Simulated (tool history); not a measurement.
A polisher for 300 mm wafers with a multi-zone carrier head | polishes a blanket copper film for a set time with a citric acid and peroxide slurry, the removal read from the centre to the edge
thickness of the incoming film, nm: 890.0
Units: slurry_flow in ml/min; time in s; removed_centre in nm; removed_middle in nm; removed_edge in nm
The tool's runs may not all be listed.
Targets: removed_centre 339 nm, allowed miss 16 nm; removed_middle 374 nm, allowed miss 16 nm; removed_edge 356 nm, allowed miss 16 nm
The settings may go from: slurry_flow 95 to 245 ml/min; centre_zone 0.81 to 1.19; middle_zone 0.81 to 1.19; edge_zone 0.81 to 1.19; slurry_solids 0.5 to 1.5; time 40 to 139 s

{"run": 1, "day": 0.0, "slurry_flow": 155, "centre_zone": 1, "middle_zone": 1, "edge_zone": 1, "slurry_solids": 1, "time": 89, "removed_centre": 261.78, "removed_middle": 288.46, "removed_edge": 278.69}
{"run": 2, "day": 0.025, "slurry_flow": 155, "centre_zone": 1, "middle_zone": 1.06, "edge_zone": 1, "slurry_solids": 1, "time": 89, "removed_centre": 256.07, "removed_middle": 296.59, "removed_edge": 277.37}
{"run": 3, "day": 0.308, "slurry_flow": 160, "centre_zone": 1.01, "middle_zone": 1.07, "edge_zone": 1.02, "slurry_solids": 1.1, "time": 90, "removed_centre": 265.78, "removed_middle": 312.18, "removed_edge": 290.88}
{"run": 4, "day": 0.429, "slurry_flow": 160, "centre_zone": 1.01, "middle_zone": 1.07, "edge_zone": 1.02, "slurry_solids": 1.1, "time": 100, "removed_centre": 304.25, "removed_middle": 348.19, "removed_edge": 329.08}
{"run": 5, "day": 0.492, "slurry_flow": 160, "centre_zone": 1.01, "middle_zone": 1.01, "edge_zone": 1.02, "slurry_solids": 1.1, "time": 100, "removed_centre": 303.79, "removed_middle": 327.16, "removed_edge": 329.3}
{"day": 0.783, "done": "centre zone pressure recalibrated"}
{"run": 6, "day": 0.783, "slurry_flow": 160, "centre_zone": 1.01, "middle_zone": 1.08, "edge_zone": 1.02, "slurry_solids": 1.1, "time": 100, "removed_centre": 339.59, "removed_middle": 352.54, "removed_edge": 329.84}
{"run": 7, "day": 1.108, "slurry_flow": 160, "centre_zone": 1.01, "middle_zone": 1.08, "edge_zone": 1.02, "slurry_solids": 1.1, "time": 100, "removed_centre": 333.38, "removed_middle": 354.94, "removed_edge": 323.79}
{"run": 8, "day": 1.183, "slurry_flow": 165, "centre_zone": 1.01, "middle_zone": 1.08, "edge_zone": 1.03, "slurry_solids": 1.15, "time": 100, "removed_centre": 348.52, "removed_middle": 360.17, "removed_edge": 330.9}

Which of these 5 next moves meets every target?
{"run": "A", "day": 1.258, "slurry_flow": 110, "centre_zone": 0.96, "middle_zone": 1.08, "edge_zone": 1.04, "slurry_solids": 1.05, "time": 115, "removed_centre": "?", "removed_middle": "?", "removed_edge": "?"}
{"run": "B", "day": 1.258, "slurry_flow": 190, "centre_zone": 1.04, "middle_zone": 1.07, "edge_zone": 1, "slurry_solids": 1.35, "time": 92, "removed_centre": "?", "removed_middle": "?", "removed_edge": "?"}
{"run": "C", "day": 1.258, "slurry_flow": 140, "centre_zone": 0.95, "middle_zone": 1.14, "edge_zone": 1.01, "slurry_solids": 1.1, "time": 97, "removed_centre": "?", "removed_middle": "?", "removed_edge": "?"}
{"run": "D", "day": 1.258, "slurry_flow": 155, "centre_zone": 1.03, "middle_zone": 1.03, "edge_zone": 1.04, "slurry_solids": 0.8, "time": 116, "removed_centre": "?", "removed_middle": "?", "removed_edge": "?"}
{"run": "E", "day": 1.258, "slurry_flow": 175, "centre_zone": 1.07, "middle_zone": 0.96, "edge_zone": 1.14, "slurry_solids": 1.25, "time": 105, "removed_centre": "?", "removed_middle": "?", "removed_edge": "?"}

move=A removed_centre=342.21 removed_middle=378.16 removed_edge=356.41
move=B removed_centre=342.98 removed_middle=344.28 removed_edge=313.35
move=C removed_centre=302.26 removed_middle=351.37 removed_edge=307.67
move=D removed_centre=372.65 removed_middle=366.89 removed_edge=354.53
move=E removed_centre=390.61 removed_middle=348.64 removed_edge=373.09
A: meets every target
B: further off than the last run
C: further off than the last run
D: brings the result that was furthest off to its target, and leaves another outside
E: takes the result that was furthest off past its target
Answer: A
